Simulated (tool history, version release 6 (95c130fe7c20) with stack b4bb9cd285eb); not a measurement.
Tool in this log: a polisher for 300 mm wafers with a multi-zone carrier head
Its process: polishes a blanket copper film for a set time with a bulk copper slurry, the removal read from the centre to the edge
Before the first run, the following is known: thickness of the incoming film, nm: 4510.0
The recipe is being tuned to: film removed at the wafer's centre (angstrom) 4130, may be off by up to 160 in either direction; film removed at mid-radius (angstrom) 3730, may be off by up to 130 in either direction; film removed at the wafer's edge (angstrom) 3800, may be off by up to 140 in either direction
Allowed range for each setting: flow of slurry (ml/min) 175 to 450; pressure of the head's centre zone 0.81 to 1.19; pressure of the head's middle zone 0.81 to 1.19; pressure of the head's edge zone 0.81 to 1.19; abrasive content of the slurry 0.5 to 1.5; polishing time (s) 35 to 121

| run | day | flow of slurry (ml/min) | pressure of the head's centre zone | pressure of the head's middle zone | pressure of the head's edge zone | abrasive content of the slurry | polishing time (s) | film removed at the wafer's centre (angstrom) | film removed at mid-radius (angstrom) | film removed at the wafer's edge (angstrom) |
|---|---|---|---|---|---|---|---|---|---|---|
| 1 | 0 | 290 | 1 | 1 | 1 | 1 | 78 | 5303.2 | 5750.2 | 5435.8 |
| 2 | 0.275 | 265 | 1 | 1 | 1 | 1 | 78 | 5365.8 | 5778.5 | 5429.1 |
| 3 | 0.371 | 265 | 1 | 1 | 1 | 1 | 59 | 4083.5 | 4373.3 | 4089.5 |
| 4 | 0.704 | 265 | 1 | 1 | 1 | 0.8 | 59 | 3965.5 | 4045.2 | 3910 |
| 5 | 0.804 | 265 | 1 | 1 | 1 | 0.9 | 59 | 3967.1 | 4138.7 | 3974.4 |
| 6 | 0.883 | 265 | 1.01 | 0.99 | 0.99 | 0.9 | 59 | 4018.7 | 4169.5 | 4019.2 |
| 7 | 1.025 | 265 | 1.02 | 0.99 | 0.98 | 0.85 | 59 | 3987.5 | 4104.2 | 3851.6 |
| 8 | 1.354 | 265 | 1.02 | 0.99 | 0.98 | 0.85 | 59 | 3976.2 | 4087.3 | 3911.6 |
| 9 | 1.412 | 265 | 1.04 | 0.98 | 0.98 | 0.85 | 59 | 4116.4 | 4084.6 | 3888 |
| 10 | 1.625 | 265 | 1.04 | 0.98 | 0.98 | 0.85 | 59 | 4001.1 | 4041.1 | 3901.8 |

5 candidate next runs follow, results not yet known. Just one meets every target within its allowed miss. Identify it.
| A | 1.838 | 260 | 1.19 | 0.98 | 0.96 | 0.5 | 66 | ? | ? | ? |
| B | 1.838 | 240 | 1.07 | 0.9 | 0.94 | 1.1 | 55 | ? | ? | ? |
| C | 1.838 | 200 | 1 | 0.92 | 0.98 | 1 | 56 | ? | ? | ? |
| D | 1.838 | 265 | 1.13 | 0.95 | 0.92 | 0.75 | 57 | ? | ? | ? |
| E | 1.838 | 310 | 1.15 | 0.96 | 0.94 | 0.6 | 59 | ? | ? | ? |

| move | film removed at the wafer's centre (angstrom) | film removed at mid-radius (angstrom) | film removed at the wafer's edge (angstrom) |
|---|---|---|---|
| A | 4541.2 | 4018.4 | 3884 |
| B | 4067.5 | 3696.8 | 3809.2 |
| C | 3755.4 | 3699.9 | 3823.4 |
| D | 4096.9 | 3702.9 | 3605.9 |
| E | 4152.3 | 3721.1 | 3615.5 |
A: moves away from the targets compared with the last run
B: hits every target within its allowed miss
C: the worst result of the last run now meets its target, but another is out of spec
D: the worst result of the last run now meets its target, but another is out of spec
E: the worst result of the last run now meets its target, but another is out of spec
Go with B: it meets all targets.

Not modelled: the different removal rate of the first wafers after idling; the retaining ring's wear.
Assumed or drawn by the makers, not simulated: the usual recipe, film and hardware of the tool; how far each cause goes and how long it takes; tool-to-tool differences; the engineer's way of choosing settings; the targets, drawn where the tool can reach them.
